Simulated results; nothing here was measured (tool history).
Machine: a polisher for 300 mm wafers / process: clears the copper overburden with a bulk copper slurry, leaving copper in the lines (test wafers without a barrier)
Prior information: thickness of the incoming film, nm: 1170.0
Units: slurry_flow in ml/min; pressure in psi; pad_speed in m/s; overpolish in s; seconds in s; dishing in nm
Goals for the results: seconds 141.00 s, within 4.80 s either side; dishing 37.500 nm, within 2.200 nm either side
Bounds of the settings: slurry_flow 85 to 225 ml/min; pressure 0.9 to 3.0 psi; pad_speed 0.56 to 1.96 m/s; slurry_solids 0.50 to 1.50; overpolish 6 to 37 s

Run 1, hour 0.0: slurry_flow 145 ml/min, pressure 1.9 psi, pad_speed 1.26 m/s, slurry_solids 1.00, overpolish 19 s. Result: seconds 119.86 s, dishing 60.144 nm.
Run 2, hour 5.6: slurry_flow 145 ml/min, pressure 1.9 psi, pad_speed 1.26 m/s, slurry_solids 0.90, overpolish 19 s. Result: seconds 120.42 s, dishing 58.565 nm.
Run 3, hour 9.1: slurry_flow 145 ml/min, pressure 2.3 psi, pad_speed 1.26 m/s, slurry_solids 0.90, overpolish 19 s. Result: seconds 100.85 s, dishing 62.677 nm.
Run 4, hour 15.0: slurry_flow 145 ml/min, pressure 2.1 psi, pad_speed 1.26 m/s, slurry_solids 0.90, overpolish 19 s. Result: seconds 109.82 s, dishing 58.878 nm.
Run 5, hour 20.2: slurry_flow 145 ml/min, pressure 2.0 psi, pad_speed 1.26 m/s, slurry_solids 0.80, overpolish 16 s. Result: seconds 117.71 s, dishing 58.124 nm.
Run 6, hour 26.2: slurry_flow 140 ml/min, pressure 1.8 psi, pad_speed 1.28 m/s, slurry_solids 0.95, overpolish 14 s. Result: seconds 126.97 s, dishing 51.731 nm.
Run 7, hour 29.8: slurry_flow 125 ml/min, pressure 1.7 psi, pad_speed 1.30 m/s, slurry_solids 1.10, overpolish 12 s. Result: seconds 130.65 s, dishing 45.647 nm.
Run 8, hour 38.7: slurry_flow 120 ml/min, pressure 1.7 psi, pad_speed 1.30 m/s, slurry_solids 1.10, overpolish 11 s. Result: seconds 130.53 s, dishing 43.789 nm.
Run 9, hour 47.6: slurry_flow 115 ml/min, pressure 1.7 psi, pad_speed 1.30 m/s, slurry_solids 1.10, overpolish 10 s. Result: seconds 131.61 s, dishing 42.143 nm.
Run 10, hour 52.0: slurry_flow 110 ml/min, pressure 1.7 psi, pad_speed 1.30 m/s, slurry_solids 1.10, overpolish 10 s. Result: seconds 134.82 s, dishing 42.298 nm.
Run 11, hour 56.7: slurry_flow 105 ml/min, pressure 1.7 psi, pad_speed 1.30 m/s, slurry_solids 1.10, overpolish 9 s. Result: seconds 132.49 s, dishing 38.938 nm.
Run 12, hour 57.7: slurry_flow 100 ml/min, pressure 1.6 psi, pad_speed 1.30 m/s, slurry_solids 1.10, overpolish 10 s. Result: seconds 144.07 s, dishing 39.533 nm.

Exactly one of the 4 candidate moves below puts every result within its allowed miss. Which one?
Run A, hour 58.7: slurry_flow 95 ml/min, pressure 1.6 psi, pad_speed 1.44 m/s, slurry_solids 1.25, overpolish 10 s. Result: seconds ?, dishing ?.
Run B, hour 58.7: slurry_flow 100 ml/min, pressure 1.6 psi, pad_speed 1.28 m/s, slurry_solids 1.20, overpolish 12 s. Result: seconds ?, dishing ?.
Run C, hour 58.7: slurry_flow 85 ml/min, pressure 1.5 psi, pad_speed 1.36 m/s, slurry_solids 1.20, overpolish 12 s. Result: seconds ?, dishing ?.
Run D, hour 58.7: slurry_flow 85 ml/min, pressure 1.5 psi, pad_speed 1.48 m/s, slurry_solids 1.15, overpolish 9 s. Result: seconds ?, dishing ?.

move  seconds  dishing
   A   127.57   42.253
   B   142.22   43.969
   C   148.14   42.724
   D   137.67   37.776
A: further off than the last run
B: further off than the last run
C: further off than the last run
D: all results in spec
So the answer is move D, the one that meets all the targets.
